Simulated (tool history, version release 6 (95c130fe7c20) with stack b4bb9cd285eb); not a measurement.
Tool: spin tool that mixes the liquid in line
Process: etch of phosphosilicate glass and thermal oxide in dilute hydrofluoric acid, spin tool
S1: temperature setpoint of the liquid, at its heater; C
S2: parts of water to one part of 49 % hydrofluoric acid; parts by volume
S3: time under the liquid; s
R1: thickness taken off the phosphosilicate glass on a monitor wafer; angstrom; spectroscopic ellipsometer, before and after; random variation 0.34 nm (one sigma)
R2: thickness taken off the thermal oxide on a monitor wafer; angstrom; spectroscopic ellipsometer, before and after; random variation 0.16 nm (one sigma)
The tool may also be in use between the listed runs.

run 1 hour=0.0 | S1=21.0 S2=195 S3=30 | R1=104.89 R2=4.6726
run 2 hour=2.3 | S1=21.0 S2=150 S3=30 | R1=144.15 R2=6.4283
run 3 hour=3.0 | S1=21.0 S2=150 S3=35 | R1=167.74 R2=8.4870
run 4 hour=4.2 | S1=21.0 S2=150 S3=45 | R1=216.68 R2=9.9409
run 5 hour=6.2 | S1=21.0 S2=200 S3=45 | R1=153.05 R2=6.8318
run 6 hour=8.9 | S1=24.0 S2=200 S3=45 | R1=172.71 R2=7.6716
run 7 hour=16.6 | S1=24.5 S2=175 S3=45 | R1=203.27 R2=9.1903
run 8 hour=17.9 | S1=25.0 S2=155 S3=45 | R1=241.75 R2=11.4730
run 9 hour=18.6 | S1=25.5 S2=135 S3=45 | R1=293.03 R2=13.3340
run 10 hour=26.1 | S1=26.0 S2=120 S3=45 | R1=339.81 R2=17.0510
run 11 hour=33.6 | S1=26.5 S2=110 S3=45 | R1=383.23 R2=19.4340

Run 12 comes next. What will it give?
run 12 hour=40.8 | S1=27.0 S2=100 S3=45 | R1=? R2=?

R1: 434.92 angstrom
R2: 20.8330 angstrom

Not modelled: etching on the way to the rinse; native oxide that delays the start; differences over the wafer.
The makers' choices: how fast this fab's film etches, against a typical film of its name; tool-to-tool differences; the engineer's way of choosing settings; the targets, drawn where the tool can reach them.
